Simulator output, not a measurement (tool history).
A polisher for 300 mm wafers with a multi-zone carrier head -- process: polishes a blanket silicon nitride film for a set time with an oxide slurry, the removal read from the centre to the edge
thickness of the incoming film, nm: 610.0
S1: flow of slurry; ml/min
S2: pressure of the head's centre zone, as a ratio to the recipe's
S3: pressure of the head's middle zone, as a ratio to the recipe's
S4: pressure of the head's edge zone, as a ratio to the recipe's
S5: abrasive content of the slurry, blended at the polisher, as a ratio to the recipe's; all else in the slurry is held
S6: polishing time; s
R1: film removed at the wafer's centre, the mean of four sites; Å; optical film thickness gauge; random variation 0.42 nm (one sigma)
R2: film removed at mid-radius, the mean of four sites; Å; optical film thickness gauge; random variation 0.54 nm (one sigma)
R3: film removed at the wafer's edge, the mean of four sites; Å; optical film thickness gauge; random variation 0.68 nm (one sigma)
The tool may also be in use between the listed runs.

run,hour,S1,S2,S3,S4,S5,S6,R1,R2,R3
1,0.0,280,1.00,1.00,1.00,1.00,73,392.26,389.24,394.65
2,1.7,225,1.00,1.00,1.00,1.00,73,380.37,385.39,396.97
3,5.6,170,1.00,1.00,1.00,1.00,73,363.04,368.95,387.65
4,8.3,170,1.00,1.00,1.00,0.85,73,330.85,340.01,354.79
5,11.0,175,1.01,1.02,1.02,0.95,73,362.88,367.89,376.73
6,12.8,180,1.00,1.03,1.03,1.05,73,375.93,388.60,402.57
7,17.4,190,1.00,1.05,1.04,1.10,73,381.57,402.33,411.78
8,23.2,200,1.00,1.06,1.05,1.15,73,390.43,421.09,423.71
9,27.7,210,1.01,1.07,1.06,1.20,73,411.87,431.40,430.48
10,32.0,220,1.01,1.07,1.07,1.25,73,418.11,443.88,430.89
11,39.9,215,1.01,1.07,1.07,1.30,74,435.26,461.35,467.05

Run 12, settings as shown, results not yet in. Your forecast:
12,42.2,230,1.07,1.17,1.12,1.50,73,?,?,?

R1: 480.13 Å
R2: 510.20 Å
R3: 483.17 Å
